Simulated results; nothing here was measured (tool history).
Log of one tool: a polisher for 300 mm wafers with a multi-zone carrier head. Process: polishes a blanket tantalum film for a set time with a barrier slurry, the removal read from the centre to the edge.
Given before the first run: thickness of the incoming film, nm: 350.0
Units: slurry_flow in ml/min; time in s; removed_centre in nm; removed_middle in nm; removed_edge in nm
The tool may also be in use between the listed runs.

run  hour  slurry_flow  centre_zone  middle_zone  edge_zone  slurry_solids  time  removed_centre  removed_middle  removed_edge
  1   0.0          275         1.00         1.00       1.00           1.00    38          39.899          41.178        41.269
  2   6.4          275         1.00         1.08       1.00           1.00    38          40.053          43.534        41.136
  3   7.8          280         1.02         1.03       1.06           1.15    39          43.225          44.212        45.133
  4  13.3          290         1.03         1.01       1.10           1.25    40          45.907          45.618        47.925
  5  19.3          240         1.03         1.01       1.10           1.25    40          45.010          44.761        47.086
  6  23.2          240         1.03         1.01       1.10           1.10    40          44.214          43.799        46.237
  7  30.3          255         1.04         0.99       1.13           1.20    41          46.311          44.528        48.856
  8  33.1          265         1.05         0.98       1.15           1.30    42          48.661          47.358        50.961
  9  39.0          260         1.05         0.94       1.16           1.35    43          49.885          47.187        52.525

For run 10, what comes out?
 10  39.7          265         1.05         0.91       1.17           1.40    44               ?               ?             ?

{"run 10": {"removed_centre": 51.816, "removed_middle": 46.31, "removed_edge": 54.685}}

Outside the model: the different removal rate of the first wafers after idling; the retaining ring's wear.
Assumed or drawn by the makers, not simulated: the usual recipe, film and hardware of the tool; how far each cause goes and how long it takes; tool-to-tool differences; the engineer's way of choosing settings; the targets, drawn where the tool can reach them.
